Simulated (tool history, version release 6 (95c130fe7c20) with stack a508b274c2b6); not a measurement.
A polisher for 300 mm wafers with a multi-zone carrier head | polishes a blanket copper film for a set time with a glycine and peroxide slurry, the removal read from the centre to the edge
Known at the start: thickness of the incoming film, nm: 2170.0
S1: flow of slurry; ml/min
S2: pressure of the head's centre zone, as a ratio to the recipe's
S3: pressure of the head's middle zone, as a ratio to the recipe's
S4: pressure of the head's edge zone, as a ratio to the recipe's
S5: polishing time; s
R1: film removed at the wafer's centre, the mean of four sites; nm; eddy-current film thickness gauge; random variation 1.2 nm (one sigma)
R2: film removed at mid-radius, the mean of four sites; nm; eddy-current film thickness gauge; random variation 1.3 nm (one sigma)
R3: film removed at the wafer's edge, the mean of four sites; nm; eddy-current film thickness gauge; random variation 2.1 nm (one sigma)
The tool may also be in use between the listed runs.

{"run": 1, "hour": 0.0, "S1": 150, "S2": 1, "S3": 1, "S4": 1, "S5": 77, "R1": 346.29, "R2": 358.85, "R3": 354.59}
{"run": 2, "hour": 1.1, "S1": 145, "S2": 0.97, "S3": 0.99, "S4": 0.96, "S5": 67, "R1": 293.39, "R2": 307.65, "R3": 309.09}
{"run": 3, "hour": 5.9, "S1": 145, "S2": 0.96, "S3": 1, "S4": 0.93, "S5": 58, "R1": 251.93, "R2": 269.43, "R3": 263.7}
{"run": 4, "hour": 6.7, "S1": 140, "S2": 0.95, "S3": 1, "S4": 0.9, "S5": 54, "R1": 228.92, "R2": 248.93, "R3": 240.47}
{"run": 5, "hour": 11.9, "S1": 130, "S2": 0.94, "S3": 0.99, "S4": 0.88, "S5": 52, "R1": 214.86, "R2": 235.99, "R3": 227.31}
{"run": 6, "hour": 17.9, "S1": 150, "S2": 0.94, "S3": 0.99, "S4": 0.88, "S5": 52, "R1": 220.61, "R2": 238.93, "R3": 226.04}
{"run": 7, "hour": 21.3, "S1": 150, "S2": 0.91, "S3": 0.97, "S4": 0.86, "S5": 52, "R1": 212.5, "R2": 235.62, "R3": 227}
{"run": 8, "hour": 22.1, "S1": 145, "S2": 0.91, "S3": 0.97, "S4": 0.85, "S5": 51, "R1": 210.47, "R2": 230.26, "R3": 225.21}
{"run": 9, "hour": 25.5, "S1": 140, "S2": 0.89, "S3": 0.98, "S4": 0.81, "S5": 41, "R1": 163.76, "R2": 185.01, "R3": 173.98}
{"run": 10, "hour": 27.1, "S1": 155, "S2": 0.89, "S3": 0.98, "S4": 0.83, "S5": 41, "R1": 165.53, "R2": 188.94, "R3": 181.24}
{"run": 11, "hour": 32.5, "S1": 155, "S2": 0.91, "S3": 0.99, "S4": 0.86, "S5": 41, "R1": 171.61, "R2": 190.15, "R3": 182.16}
{"run": 12, "hour": 38.5, "S1": 150, "S2": 0.92, "S3": 1, "S4": 0.88, "S5": 42, "R1": 173.75, "R2": 194.17, "R3": 188.48}

Forecast run 13:
{"run": 13, "hour": 40.5, "S1": 150, "S2": 0.93, "S3": 1.01, "S4": 0.89, "S5": 43, "R1": "?", "R2": "?", "R3": "?"}

R1: 182.84 nm
R2: 199.57 nm
R3: 196.01 nm

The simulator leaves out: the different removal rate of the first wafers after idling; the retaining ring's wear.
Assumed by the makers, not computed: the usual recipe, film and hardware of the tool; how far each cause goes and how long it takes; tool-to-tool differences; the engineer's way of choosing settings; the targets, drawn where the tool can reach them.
